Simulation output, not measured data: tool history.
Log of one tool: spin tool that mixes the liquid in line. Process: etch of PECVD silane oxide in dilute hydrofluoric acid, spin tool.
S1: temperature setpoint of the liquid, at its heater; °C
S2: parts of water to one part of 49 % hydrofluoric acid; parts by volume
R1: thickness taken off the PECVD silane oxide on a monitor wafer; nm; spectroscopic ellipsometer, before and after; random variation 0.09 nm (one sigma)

{"run": 1, "day": 0.0, "S1": 25, "S2": 110, "time under the liquid (s)": 85, "R1": 15.711}
{"run": 2, "day": 0.096, "S1": 25, "S2": 110, "time under the liquid (s)": 95, "R1": 17.465}
{"run": 3, "day": 0.229, "S1": 23, "S2": 110, "time under the liquid (s)": 95, "R1": 16.026}
{"run": 4, "day": 0.542, "S1": 23, "S2": 110, "time under the liquid (s)": 85, "R1": 14.385}
{"run": 5, "day": 0.567, "S1": 23, "S2": 110, "time under the liquid (s)": 95, "R1": 16.16}
{"run": 6, "day": 0.792, "S1": 23, "S2": 110, "time under the liquid (s)": 95, "R1": 16.296}

Run 7 comes next. What will it give?
{"run": 7, "day": 0.838, "S1": 21.5, "S2": 110, "time under the liquid (s)": 95, "R1": "?"}

R1: 15.165 nm

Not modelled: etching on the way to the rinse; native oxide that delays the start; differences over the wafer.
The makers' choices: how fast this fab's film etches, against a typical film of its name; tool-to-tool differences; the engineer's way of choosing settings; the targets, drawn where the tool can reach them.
